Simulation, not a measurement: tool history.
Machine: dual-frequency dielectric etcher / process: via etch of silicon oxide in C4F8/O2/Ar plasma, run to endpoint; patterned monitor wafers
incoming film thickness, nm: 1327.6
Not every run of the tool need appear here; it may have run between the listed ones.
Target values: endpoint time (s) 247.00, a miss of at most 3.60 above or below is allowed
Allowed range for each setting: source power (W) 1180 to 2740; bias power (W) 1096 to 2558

| run | hour | source power (W) | bias power (W) | endpoint time (s) |
|---|---|---|---|---|
| 1 | 0.0 | 1960 | 1827 | 269.67 |
| 2 | 1.7 | 1750 | 1827 | 283.87 |
| 3 | 9.1 | 2060 | 1827 | 265.24 |
| 4 | 17.3 | 1890 | 1827 | 274.86 |
| 5 | 22.2 | 1960 | 1835 | 270.33 |
| 6 | 24.1 | 2020 | 1842 | 264.88 |
| 7 | 24.8 | 2060 | 1846 | 264.77 |
| 8 | 29.1 | 2110 | 1852 | 261.19 |
| 9 | 32.7 | 2150 | 1856 | 258.68 |
| 10 | 36.0 | 2180 | 1860 | 257.51 |
| 11 | 37.6 | 2210 | 1864 | 254.82 |
| 12 | 44.1 | 2230 | 1866 | 254.39 |
| 13 | 46.4 | 2250 | 1868 | 254.09 |
| 14 | 49.4 | 2270 | 1871 | 253.47 |
| 15 | 56.0 | 2290 | 1874 | 251.62 |
| 16 | 60.0 | 2300 | 1876 | 248.63 |

Of the 4 settings listed for the next run, only one would bring every result within its allowed miss of target. Which one?
| A | 64.0 | 2430 | 1808 | ? |
| B | 64.0 | 2290 | 1823 | ? |
| C | 64.0 | 2190 | 1896 | ? |
| D | 64.0 | 2250 | 1870 | ? |

| move | endpoint time (s) |
|---|---|
| A | 248.32 |
| B | 253.99 |
| C | 255.55 |
| D | 253.78 |
A: every result within its allowed miss
B: misses by more than the last run did
C: misses by more than the last run did
D: misses by more than the last run did
Move A is the one to make.

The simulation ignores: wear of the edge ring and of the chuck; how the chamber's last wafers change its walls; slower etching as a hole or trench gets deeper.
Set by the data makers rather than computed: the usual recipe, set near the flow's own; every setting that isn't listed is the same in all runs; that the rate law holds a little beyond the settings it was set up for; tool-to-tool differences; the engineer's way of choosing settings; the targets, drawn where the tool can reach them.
